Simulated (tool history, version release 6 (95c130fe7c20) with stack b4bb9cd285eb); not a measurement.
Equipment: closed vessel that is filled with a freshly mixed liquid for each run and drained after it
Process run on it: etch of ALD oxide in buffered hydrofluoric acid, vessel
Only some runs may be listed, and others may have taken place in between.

run	day	temperature setpoint of the liquid (C)	parts of 40 % ammonium fluoride to one part of 49 % hydrofluoric acid (parts by volume)	time in the liquid (s)	thickness taken off the ALD oxide on a monitor wafer (angstrom)
1	0	21	22	30	224.13
2	0.329	24	22	30	267.02
3	0.625	24	25.5	30	239.59
4	0.908	24	25.5	30	239.2
5	0.946	24	21	30	271.69
6	0.967	24	23	30	261.7
7	1.108	24.5	21.5	30	278.99

For run 8, what comes out?
8	1.338	28.5	14.5	30	?

thickness taken off the ALD oxide on a monitor wafer (angstrom): 504.58
